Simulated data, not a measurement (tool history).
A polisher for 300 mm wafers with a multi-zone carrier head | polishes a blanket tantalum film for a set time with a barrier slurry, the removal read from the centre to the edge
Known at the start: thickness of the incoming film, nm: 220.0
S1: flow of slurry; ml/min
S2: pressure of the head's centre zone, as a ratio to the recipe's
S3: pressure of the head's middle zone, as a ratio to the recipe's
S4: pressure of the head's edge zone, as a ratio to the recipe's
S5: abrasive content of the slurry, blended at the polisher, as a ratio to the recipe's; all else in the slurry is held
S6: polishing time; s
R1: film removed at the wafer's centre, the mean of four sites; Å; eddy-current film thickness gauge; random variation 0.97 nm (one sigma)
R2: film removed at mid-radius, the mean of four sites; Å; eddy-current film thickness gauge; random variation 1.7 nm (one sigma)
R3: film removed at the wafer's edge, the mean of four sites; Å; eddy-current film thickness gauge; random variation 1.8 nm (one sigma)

run,hour,S1,S2,S3,S4,S5,S6,R1,R2,R3
1,0,260,1,1,1,1,66,898.95,910.69,908.38
2,0.6,260,0.97,1,1,1,66,883.3,916.04,925.22
3,9,260,0.97,1,1,0.9,66,854.45,892.87,881.12
4,16.4,260,0.98,1.01,1.01,1,67,891.78,928.11,923.34
5,23.5,260,0.98,1.01,1.01,1.15,67,931.19,985.83,948.11
6,27.5,260,0.98,1.01,1.01,1.15,55,767.95,813.06,780.66
7,34.1,260,0.98,1,1.03,1.2,58,802.49,860.69,848.02
8,39.3,260,0.99,0.99,1.05,1.25,60,862.38,878.61,900.63
9,48.1,260,0.99,0.99,1.05,1.25,60,850.98,859.25,913.61
10,49,260,1,1,1.06,1.3,62,905.35,913.87,957.67
11,50.7,260,1,1.01,1.07,1.35,63,927.85,963.89,959.55
12,54.8,260,1,1.01,1.08,1.35,65,961.77,973.98,1004.8
13,55.4,260,1,1.01,1.09,1.35,66,963.02,967.86,1045.3
14,60.5,265,1,1.02,1.1,1.35,67,981.06,1014.6,1038.3
15,63.2,265,1,1.02,1.11,1.35,68,1011.1,1051.5,1074.2
16,66.7,270,1,1.02,1.12,1.35,69,1026.9,1043.9,1101.7
17,75.4,275,1,1.02,1.13,1.35,70,1040.6,1052.7,1108.1
18,83.4,270,1,1.02,1.13,1.35,71,1031.1,1082.4,1125.2
19,91,270,1,1.02,1.14,1.35,72,1053.6,1063.2,1156.5
20,97.6,275,1,1.02,1.15,1.35,72,1065.3,1099.6,1162.4
21,98.2,280,1,1.02,1.16,1.35,72,1082.1,1115.2,1157.6
22,102.5,275,1,1.01,1.17,1.45,74,1097.4,1123.6,1199.1
23,106,275,1,1.01,1.17,1.45,74,1091.4,1136.6,1199.3

The next listed run, before its measurement:
24,106.9,270,1,1.01,1.17,1.45,74,?,?,?

R1: 1104.6 Å
R2: 1139.8 Å
R3: 1219.7 Å
